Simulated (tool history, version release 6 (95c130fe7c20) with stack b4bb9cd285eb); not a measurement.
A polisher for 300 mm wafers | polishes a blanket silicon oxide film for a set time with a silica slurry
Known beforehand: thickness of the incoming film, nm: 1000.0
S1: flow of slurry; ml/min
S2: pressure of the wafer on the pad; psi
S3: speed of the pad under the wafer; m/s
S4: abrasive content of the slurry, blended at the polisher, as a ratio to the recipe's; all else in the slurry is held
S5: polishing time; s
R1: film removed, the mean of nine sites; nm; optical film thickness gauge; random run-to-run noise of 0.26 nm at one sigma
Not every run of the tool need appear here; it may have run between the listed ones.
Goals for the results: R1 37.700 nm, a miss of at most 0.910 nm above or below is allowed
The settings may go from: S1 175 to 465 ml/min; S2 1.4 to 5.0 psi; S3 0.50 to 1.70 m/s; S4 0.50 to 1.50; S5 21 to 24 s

run 1 day=0.000 | S1=295 S2=3.2 S3=1.10 S4=1.00 S5=24 | R1=62.297
run 2 day=0.154 | S1=295 S2=3.2 S3=1.10 S4=1.10 S5=24 | R1=65.133
run 3 day=0.229 | S1=295 S2=2.8 S3=1.10 S4=1.10 S5=24 | R1=56.891
run 4 day=0.438 | S1=295 S2=2.8 S3=1.34 S4=1.10 S5=24 | R1=66.623
run 5 day=0.504 | S1=295 S2=2.5 S3=1.30 S4=1.10 S5=24 | R1=58.060
run 6 day=0.696 | S1=295 S2=2.3 S3=1.28 S4=1.10 S5=24 | R1=53.466
run 7 day=0.850 | S1=295 S2=2.1 S3=1.28 S4=1.10 S5=24 | R1=49.292
run 8 day=1.212 | S1=280 S2=1.4 S3=1.24 S4=1.10 S5=24 | R1=31.907
run 9 day=1.446 | S1=305 S2=1.4 S3=1.24 S4=1.10 S5=24 | R1=32.823

Which one of the following 5 next-run settings gets every result inside its allowed miss? There is exactly one.
run A day=1.679 | S1=305 S2=1.7 S3=1.28 S4=0.90 S5=23 | R1=?
run B day=1.679 | S1=355 S2=1.7 S3=1.32 S4=0.90 S5=24 | R1=?
run C day=1.679 | S1=300 S2=2.1 S3=0.96 S4=1.05 S5=22 | R1=?
run D day=1.679 | S1=250 S2=2.2 S3=1.02 S4=1.05 S5=21 | R1=?
run E day=1.679 | S1=300 S2=1.6 S3=1.34 S4=1.15 S5=24 | R1=?

move=A R1=35.132
move=B R1=38.083
move=C R1=35.032
move=D R1=35.971
move=E R1=40.125
A: nearer than the last run, and not there yet
B: hits every target within its allowed miss
C: nearer than the last run, and not there yet
D: nearer than the last run, and not there yet
E: takes the result that was furthest off past its target
Move B is the one to make.
